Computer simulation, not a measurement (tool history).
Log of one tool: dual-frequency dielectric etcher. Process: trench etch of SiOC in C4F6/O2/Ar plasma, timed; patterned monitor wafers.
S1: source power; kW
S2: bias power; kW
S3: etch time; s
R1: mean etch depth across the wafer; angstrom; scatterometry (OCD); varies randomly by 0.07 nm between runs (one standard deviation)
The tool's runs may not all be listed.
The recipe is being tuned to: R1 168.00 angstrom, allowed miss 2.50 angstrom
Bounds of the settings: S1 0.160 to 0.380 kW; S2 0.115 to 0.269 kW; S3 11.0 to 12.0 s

Run 1, hour 0.0: S1 0.270 kW, S2 0.192 kW, S3 12.0 s. Result: R1 211.35 angstrom.
Run 2, hour 8.7: S1 0.260 kW, S2 0.187 kW, S3 12.0 s. Result: R1 205.58 angstrom.
Run 3, hour 13.2: S1 0.250 kW, S2 0.184 kW, S3 12.0 s. Result: R1 200.84 angstrom.
Run 4, hour 18.2: S1 0.270 kW, S2 0.184 kW, S3 12.0 s. Result: R1 208.00 angstrom.
Run 5, hour 25.1: S1 0.270 kW, S2 0.184 kW, S3 11.0 s. Result: R1 191.47 angstrom.
Run 6, hour 28.5: S1 0.270 kW, S2 0.184 kW, S3 12.0 s. Result: R1 207.87 angstrom.
Run 7, hour 33.7: S1 0.260 kW, S2 0.181 kW, S3 12.0 s. Result: R1 201.95 angstrom.
Run 8, hour 34.2: S1 0.250 kW, S2 0.179 kW, S3 12.0 s. Result: R1 197.91 angstrom.
Run 9, hour 40.3: S1 0.190 kW, S2 0.154 kW, S3 12.0 s. Result: R1 163.06 angstrom.

Below are 4 possible settings for the next run. Only one of them brings all results inside the allowed miss of their targets. Which is it?
Run A, hour 46.4: S1 0.210 kW, S2 0.118 kW, S3 12.0 s. Result: R1 ?.
Run B, hour 46.4: S1 0.220 kW, S2 0.154 kW, S3 11.0 s. Result: R1 ?.
Run C, hour 46.4: S1 0.180 kW, S2 0.154 kW, S3 11.5 s. Result: R1 ?.
Run D, hour 46.4: S1 0.190 kW, S2 0.164 kW, S3 12.0 s. Result: R1 ?.

move      R1
   A  153.71
   B  160.09
   C  151.73
   D  166.80
A: moves away from the targets compared with the last run
B: moves away from the targets compared with the last run
C: moves away from the targets compared with the last run
D: in spec on every target
The right move is D.
